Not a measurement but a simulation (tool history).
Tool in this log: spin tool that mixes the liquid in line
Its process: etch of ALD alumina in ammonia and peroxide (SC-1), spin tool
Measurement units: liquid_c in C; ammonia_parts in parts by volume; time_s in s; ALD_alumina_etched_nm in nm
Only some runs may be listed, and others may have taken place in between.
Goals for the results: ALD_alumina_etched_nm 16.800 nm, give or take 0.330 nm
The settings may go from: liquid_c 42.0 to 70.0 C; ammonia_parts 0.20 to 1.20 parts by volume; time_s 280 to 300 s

run	day	liquid_c	ammonia_parts	time_s	ALD_alumina_etched_nm
1	0.000	58.0	0.80	280	25.668
2	0.258	55.5	0.80	280	22.953
3	0.504	53.5	0.80	280	20.482
4	0.571	53.5	0.80	280	20.644
5	0.646	52.5	0.80	280	19.438
6	0.858	52.5	0.95	280	19.776
7	1.012	52.5	0.95	280	19.968
8	1.388	51.5	0.95	280	18.874
9	1.738	51.0	0.95	280	18.245
10	2.029	49.0	0.95	280	16.229

Of the 4 settings listed for the next run, only one would bring every result within its allowed miss of target. Which one?
A	2.321	48.5	1.00	280	?
B	2.321	50.5	0.85	280	?
C	2.321	47.5	0.95	300	?
D	2.321	49.5	1.05	280	?

move	ALD_alumina_etched_nm
A	16.028
B	17.622
C	16.163
D	17.018
A: its largest miss is bigger than the last run's
B: moves the result that the last run missed by most past its target, out the other side
C: its largest miss is bigger than the last run's
D: hits every target within its allowed miss
Correct choice: D, which meets every target

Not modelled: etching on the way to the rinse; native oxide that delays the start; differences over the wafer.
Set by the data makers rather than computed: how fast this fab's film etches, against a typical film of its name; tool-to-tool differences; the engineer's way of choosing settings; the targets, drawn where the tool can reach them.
